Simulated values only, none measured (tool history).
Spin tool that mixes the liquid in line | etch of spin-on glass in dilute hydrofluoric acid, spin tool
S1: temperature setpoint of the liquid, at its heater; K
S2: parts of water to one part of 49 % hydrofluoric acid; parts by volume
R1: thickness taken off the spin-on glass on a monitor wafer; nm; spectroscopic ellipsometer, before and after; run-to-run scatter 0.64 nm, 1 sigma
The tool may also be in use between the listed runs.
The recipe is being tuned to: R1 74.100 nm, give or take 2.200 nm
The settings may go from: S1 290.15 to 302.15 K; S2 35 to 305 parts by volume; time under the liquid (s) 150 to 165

run 1 hour=0.0 | S1=294.15 S2=170 time_under_the_liquid_(s)=150 | R1=38.540
run 2 hour=2.0 | S1=294.15 S2=220 time_under_the_liquid_(s)=150 | R1=28.107
run 3 hour=10.3 | S1=296.15 S2=190 time_under_the_liquid_(s)=150 | R1=36.317
run 4 hour=18.3 | S1=297.65 S2=165 time_under_the_liquid_(s)=150 | R1=45.163
run 5 hour=20.1 | S1=296.15 S2=165 time_under_the_liquid_(s)=150 | R1=43.082
run 6 hour=25.6 | S1=297.65 S2=150 time_under_the_liquid_(s)=150 | R1=50.995
run 7 hour=27.5 | S1=298.65 S2=140 time_under_the_liquid_(s)=150 | R1=57.268
run 8 hour=32.5 | S1=299.65 S2=135 time_under_the_liquid_(s)=150 | R1=62.450
run 9 hour=39.6 | S1=300.15 S2=130 time_under_the_liquid_(s)=150 | R1=66.318
run 10 hour=44.0 | S1=300.65 S2=130 time_under_the_liquid_(s)=150 | R1=67.213
run 11 hour=46.7 | S1=301.15 S2=130 time_under_the_liquid_(s)=150 | R1=69.424

5 next moves are on the table. One of them brings every result within its allowed miss. Which?
run A hour=49.4 | S1=299.65 S2=135 time_under_the_liquid_(s)=165 | R1=?
run B hour=49.4 | S1=299.15 S2=115 time_under_the_liquid_(s)=165 | R1=?
run C hour=49.4 | S1=301.15 S2=140 time_under_the_liquid_(s)=160 | R1=?
run D hour=49.4 | S1=296.15 S2=105 time_under_the_liquid_(s)=150 | R1=?
run E hour=49.4 | S1=300.65 S2=115 time_under_the_liquid_(s)=155 | R1=?

move=A R1=68.302
move=B R1=80.889
move=C R1=67.026
move=D R1=72.684
move=E R1=80.411
A: misses by more than the last run did
B: pushes the last run's worst result past its target
C: misses by more than the last run did
D: every result within its allowed miss
E: pushes the last run's worst result past its target
D is the move that brings every result within its allowed miss.
